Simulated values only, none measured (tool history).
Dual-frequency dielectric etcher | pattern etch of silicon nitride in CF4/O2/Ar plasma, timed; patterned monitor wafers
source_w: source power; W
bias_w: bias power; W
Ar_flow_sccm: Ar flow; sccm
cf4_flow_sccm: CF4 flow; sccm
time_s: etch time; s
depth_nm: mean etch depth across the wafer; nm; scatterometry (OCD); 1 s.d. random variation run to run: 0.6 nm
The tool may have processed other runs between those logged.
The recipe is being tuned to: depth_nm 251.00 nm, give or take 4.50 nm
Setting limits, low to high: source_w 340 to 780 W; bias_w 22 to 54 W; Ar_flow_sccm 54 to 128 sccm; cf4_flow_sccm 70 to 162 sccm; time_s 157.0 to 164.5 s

Run 1, hour 0.0: source_w 560 W, bias_w 38 W, Ar_flow_sccm 91 sccm, cf4_flow_sccm 116 sccm, time_s 157.0 s. Result: depth_nm 271.04 nm.
Run 2, hour 4.9: source_w 560 W, bias_w 38 W, Ar_flow_sccm 79 sccm, cf4_flow_sccm 116 sccm, time_s 157.0 s. Result: depth_nm 276.17 nm.
Run 3, hour 5.5: source_w 560 W, bias_w 38 W, Ar_flow_sccm 79 sccm, cf4_flow_sccm 116 sccm, time_s 164.5 s. Result: depth_nm 290.56 nm.
Run 4, hour 10.7: source_w 530 W, bias_w 38 W, Ar_flow_sccm 79 sccm, cf4_flow_sccm 116 sccm, time_s 164.5 s. Result: depth_nm 277.22 nm.
Run 5, hour 18.9: source_w 530 W, bias_w 38 W, Ar_flow_sccm 79 sccm, cf4_flow_sccm 116 sccm, time_s 164.5 s. Result: depth_nm 277.35 nm.
Run 6, hour 25.2: source_w 530 W, bias_w 35 W, Ar_flow_sccm 79 sccm, cf4_flow_sccm 116 sccm, time_s 164.5 s. Result: depth_nm 270.23 nm.
Run 7, hour 29.3: source_w 510 W, bias_w 35 W, Ar_flow_sccm 79 sccm, cf4_flow_sccm 116 sccm, time_s 164.5 s. Result: depth_nm 262.88 nm.
Run 8, hour 32.4: source_w 500 W, bias_w 35 W, Ar_flow_sccm 79 sccm, cf4_flow_sccm 116 sccm, time_s 164.5 s. Result: depth_nm 258.49 nm.

4 candidate next runs follow, results not yet known. Just one meets every target within its allowed miss. Identify it.
Run A, hour 35.5: source_w 480 W, bias_w 34 W, Ar_flow_sccm 73 sccm, cf4_flow_sccm 111 sccm, time_s 158.5 s. Result: depth_nm ?.
Run B, hour 35.5: source_w 540 W, bias_w 36 W, Ar_flow_sccm 80 sccm, cf4_flow_sccm 118 sccm, time_s 158.0 s. Result: depth_nm ?.
Run C, hour 35.5: source_w 510 W, bias_w 34 W, Ar_flow_sccm 86 sccm, cf4_flow_sccm 125 sccm, time_s 164.5 s. Result: depth_nm ?.
Run D, hour 35.5: source_w 530 W, bias_w 35 W, Ar_flow_sccm 82 sccm, cf4_flow_sccm 101 sccm, time_s 157.0 s. Result: depth_nm ?.

move  depth_nm
   A    240.98
   B    266.87
   C    261.20
   D    252.85
A: moves the result that the last run missed by most past its target, out the other side
B: moves away from the targets compared with the last run
C: moves away from the targets compared with the last run
D: meets every target
So the answer is move D, the one that meets all the targets.
